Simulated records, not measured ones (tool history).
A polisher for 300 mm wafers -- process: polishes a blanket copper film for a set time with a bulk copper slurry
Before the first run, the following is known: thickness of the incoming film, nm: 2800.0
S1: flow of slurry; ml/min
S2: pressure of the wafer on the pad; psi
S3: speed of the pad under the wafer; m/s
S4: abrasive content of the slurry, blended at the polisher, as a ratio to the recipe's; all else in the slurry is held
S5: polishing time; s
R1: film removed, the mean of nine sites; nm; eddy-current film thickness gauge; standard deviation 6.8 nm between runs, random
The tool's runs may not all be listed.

| run | hour | S1 | S2 | S3 | S4 | S5 | R1 |
|---|---|---|---|---|---|---|---|
| 1 | 0.0 | 125 | 2.5 | 1.40 | 1.00 | 107 | 1208.80 |
| 2 | 0.9 | 125 | 2.5 | 1.40 | 1.15 | 107 | 1261.60 |
| 3 | 6.2 | 115 | 2.5 | 1.40 | 1.15 | 107 | 1242.80 |
| 4 | 13.4 | 130 | 2.5 | 1.40 | 1.15 | 107 | 1284.60 |
| 5 | 17.5 | 130 | 2.5 | 1.20 | 1.15 | 107 | 1124.30 |
| 6 | 19.5 | 130 | 2.5 | 1.20 | 1.15 | 112 | 1195.30 |
| 7 | 22.3 | 125 | 2.0 | 1.02 | 1.15 | 111 | 799.33 |
| 8 | 28.2 | 120 | 1.7 | 0.98 | 1.15 | 111 | 670.05 |
| 9 | 35.0 | 115 | 1.5 | 0.94 | 1.15 | 111 | 552.96 |

Predict the results of run 10:
| 10 | 42.9 | 105 | 1.4 | 0.94 | 1.15 | 111 | ? |

Logged for run 10: R1 508.90 nm.
